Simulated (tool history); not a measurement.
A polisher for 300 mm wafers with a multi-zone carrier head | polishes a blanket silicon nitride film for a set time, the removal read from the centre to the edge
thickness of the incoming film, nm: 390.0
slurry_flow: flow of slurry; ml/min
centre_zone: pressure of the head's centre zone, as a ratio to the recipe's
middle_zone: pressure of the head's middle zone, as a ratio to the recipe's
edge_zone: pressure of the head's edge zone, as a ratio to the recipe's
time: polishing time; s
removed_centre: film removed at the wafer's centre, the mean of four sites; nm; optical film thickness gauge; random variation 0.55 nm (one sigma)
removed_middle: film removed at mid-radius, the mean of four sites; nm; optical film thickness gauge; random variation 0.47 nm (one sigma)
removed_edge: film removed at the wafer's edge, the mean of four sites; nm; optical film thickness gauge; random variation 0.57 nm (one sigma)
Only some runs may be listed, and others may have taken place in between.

run,hour,slurry_flow,centre_zone,middle_zone,edge_zone,time,removed_centre,removed_middle,removed_edge
1,0.0,210,1.00,1.00,1.00,73,115.050,114.940,117.420
2,6.8,215,1.01,1.01,0.97,66,104.850,105.400,105.120
3,15.3,165,1.01,1.01,0.97,66,98.994,98.929,103.270
4,20.3,145,1.01,1.01,0.97,66,95.091,96.850,98.989
5,21.7,145,1.01,1.01,0.97,58,82.533,84.047,87.578
6,30.0,145,1.01,0.97,0.97,58,82.762,81.259,87.181
7,34.8,160,1.03,0.99,0.94,54,82.566,78.625,81.885

Predict the results of run 8:
8,40.0,160,1.03,0.99,0.94,54,?,?,?

{"run 8": {"removed_centre": 81.408, "removed_middle": 78.852, "removed_edge": 82.187}}
